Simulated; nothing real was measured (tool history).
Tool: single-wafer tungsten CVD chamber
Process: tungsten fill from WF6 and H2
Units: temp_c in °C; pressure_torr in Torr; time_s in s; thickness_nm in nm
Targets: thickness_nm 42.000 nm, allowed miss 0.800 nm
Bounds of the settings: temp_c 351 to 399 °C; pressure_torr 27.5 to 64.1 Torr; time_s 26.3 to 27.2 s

run 1 hour=0.0 | temp_c=375 pressure_torr=45.8 time_s=26.3 | thickness_nm=59.827
run 2 hour=2.3 | temp_c=373 pressure_torr=45.7 time_s=26.3 | thickness_nm=57.188
run 3 hour=9.7 | temp_c=373 pressure_torr=45.7 time_s=27.2 | thickness_nm=58.960
run 4 hour=15.5 | temp_c=380 pressure_torr=45.7 time_s=27.2 | thickness_nm=69.352
run 5 hour=21.7 | temp_c=380 pressure_torr=45.7 time_s=27.2 | thickness_nm=69.217
run 6 hour=22.6 | temp_c=378 pressure_torr=45.6 time_s=27.2 | thickness_nm=66.541
run 7 hour=24.0 | temp_c=376 pressure_torr=45.5 time_s=27.2 | thickness_nm=63.571
run 8 hour=29.1 | temp_c=376 pressure_torr=45.5 time_s=27.2 | thickness_nm=63.847
run 9 hour=32.2 | temp_c=374 pressure_torr=45.4 time_s=27.2 | thickness_nm=60.763
run 10 hour=34.6 | temp_c=372 pressure_torr=45.3 time_s=27.2 | thickness_nm=57.290

Which of these 5 next moves meets every target?
run A hour=37.0 | temp_c=360 pressure_torr=43.8 time_s=26.3 | thickness_nm=?
run B hour=37.0 | temp_c=359 pressure_torr=48.6 time_s=26.3 | thickness_nm=?
run C hour=37.0 | temp_c=358 pressure_torr=46.0 time_s=26.3 | thickness_nm=?
run D hour=37.0 | temp_c=359 pressure_torr=44.0 time_s=26.3 | thickness_nm=?
run E hour=37.0 | temp_c=361 pressure_torr=40.5 time_s=26.3 | thickness_nm=?

move=A thickness_nm=40.841
move=B thickness_nm=42.065
move=C thickness_nm=39.853
move=D thickness_nm=39.923
move=E thickness_nm=40.141
A: takes the result that was furthest off past its target
B: meets every target
C: takes the result that was furthest off past its target
D: takes the result that was furthest off past its target
E: takes the result that was furthest off past its target
Move B is the one to make.

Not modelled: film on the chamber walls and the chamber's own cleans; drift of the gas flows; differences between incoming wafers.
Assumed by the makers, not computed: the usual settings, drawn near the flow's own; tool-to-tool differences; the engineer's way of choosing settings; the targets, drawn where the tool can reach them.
